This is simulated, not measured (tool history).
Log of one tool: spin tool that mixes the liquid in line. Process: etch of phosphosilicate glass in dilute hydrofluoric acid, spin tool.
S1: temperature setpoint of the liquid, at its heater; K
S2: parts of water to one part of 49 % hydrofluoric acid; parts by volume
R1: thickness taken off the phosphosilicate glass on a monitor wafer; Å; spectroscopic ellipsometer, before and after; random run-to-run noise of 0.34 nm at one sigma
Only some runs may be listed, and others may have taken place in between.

{"run": 1, "hour": 0.0, "S1": 295.15, "S2": 105, "time under the liquid (s)": 50, "R1": 364.03}
{"run": 2, "hour": 3.7, "S1": 296.65, "S2": 105, "time under the liquid (s)": 50, "R1": 385.55}
{"run": 3, "hour": 5.6, "S1": 297.65, "S2": 95, "time under the liquid (s)": 50, "R1": 449.09}
{"run": 4, "hour": 10.6, "S1": 299.15, "S2": 95, "time under the liquid (s)": 50, "R1": 476.93}
{"run": 5, "hour": 12.2, "S1": 299.15, "S2": 110, "time under the liquid (s)": 50, "R1": 401.45}
{"run": 6, "hour": 20.1, "S1": 299.15, "S2": 125, "time under the liquid (s)": 50, "R1": 347.51}
{"run": 7, "hour": 26.9, "S1": 299.65, "S2": 115, "time under the liquid (s)": 50, "R1": 389.41}
{"run": 8, "hour": 28.8, "S1": 300.15, "S2": 105, "time under the liquid (s)": 50, "R1": 441.26}
{"run": 9, "hour": 33.7, "S1": 300.65, "S2": 95, "time under the liquid (s)": 50, "R1": 501.54}
{"run": 10, "hour": 34.6, "S1": 301.15, "S2": 90, "time under the liquid (s)": 50, "R1": 546.51}
{"run": 11, "hour": 36.7, "S1": 303.15, "S2": 55, "time under the liquid (s)": 50, "R1": 1013}
{"run": 12, "hour": 39.8, "S1": 302.65, "S2": 55, "time under the liquid (s)": 50, "R1": 995.18}

What does the tool deliver on the next run?
{"run": 13, "hour": 45.9, "S1": 302.15, "S2": 55, "time under the liquid (s)": 50, "R1": "?"}

Run 13 produced R1 980.65 Å.
